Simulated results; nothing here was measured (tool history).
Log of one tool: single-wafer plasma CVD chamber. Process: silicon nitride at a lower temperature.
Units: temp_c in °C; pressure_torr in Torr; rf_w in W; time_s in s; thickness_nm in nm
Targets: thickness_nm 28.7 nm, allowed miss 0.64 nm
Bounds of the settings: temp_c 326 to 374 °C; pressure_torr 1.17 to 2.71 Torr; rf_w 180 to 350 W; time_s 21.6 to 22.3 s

run	hour	temp_c	pressure_torr	rf_w	time_s	thickness_nm
1	0	350	1.94	265	21.6	24.178
2	6.1	350	1.94	295	21.6	25.537
3	9.7	350	2.01	300	21.6	25.858
4	14.2	354	2.01	300	21.6	25.62
5	21.6	354	2.01	325	21.6	26.956
6	26.6	354	2.05	325	21.6	27.162
7	30	354	2.09	325	21.6	27.29
# hour 34.5: thermocouple changed; heater temperature recalibrated
8	34.5	354	2.13	325	21.6	27.355
9	40.5	354	2.16	325	21.6	27.426
10	47.4	354	2.19	325	21.6	27.391
11	52	354	2.21	325	21.6	27.803
12	59.6	354	2.23	325	21.6	27.806
13	65.2	354	2.25	325	21.6	27.849

Which of these 4 next moves meets every target?
A	70.8	363	2.44	285	21.9	?
B	70.8	346	2.27	350	22.1	?
C	70.8	359	2.37	335	21.8	?
D	70.8	361	1.79	350	21.6	?

move	thickness_nm
A	26.699
B	29.518
C	28.644
D	26.972
A: further off than the last run
B: takes the result that was furthest off past its target
C: meets every target
D: further off than the last run
The right move is C.
